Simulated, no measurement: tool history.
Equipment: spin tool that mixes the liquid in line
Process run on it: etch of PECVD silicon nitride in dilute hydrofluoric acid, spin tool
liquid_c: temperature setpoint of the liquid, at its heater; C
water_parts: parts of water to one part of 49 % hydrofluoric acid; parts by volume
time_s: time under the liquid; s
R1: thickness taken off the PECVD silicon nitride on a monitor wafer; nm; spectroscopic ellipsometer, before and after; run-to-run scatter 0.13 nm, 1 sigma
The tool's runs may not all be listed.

run 1 day=0 | liquid_c=24 water_parts=205 time_s=265 | R1=2.016
run 2 day=0.154 | liquid_c=24 water_parts=155 time_s=265 | R1=2.712
run 3 day=0.4 | liquid_c=24 water_parts=225 time_s=265 | R1=1.8685
run 4 day=0.646 | liquid_c=26 water_parts=175 time_s=270 | R1=2.8055
run 5 day=0.696 | liquid_c=26 water_parts=115 time_s=270 | R1=4.2235
run 6 day=0.742 | liquid_c=26 water_parts=115 time_s=265 | R1=4.0958
run 7 day=1.1 | liquid_c=27.5 water_parts=110 time_s=265 | R1=4.5191
run 8 day=1.188 | liquid_c=28.5 water_parts=100 time_s=265 | R1=5.3176
run 9 day=1.304 | liquid_c=29.5 water_parts=100 time_s=265 | R1=5.8532
run 10 day=1.346 | liquid_c=30 water_parts=100 time_s=265 | R1=6.063
run 11 day=1.388 | liquid_c=30.5 water_parts=100 time_s=265 | R1=6.3076

Run 12 comes next. What will it give?
-- day=1.567 thermometer replaced
run 12 day=1.567 | liquid_c=32 water_parts=95 time_s=265 | R1=?

{"run 12": {"R1": 8.3393}}
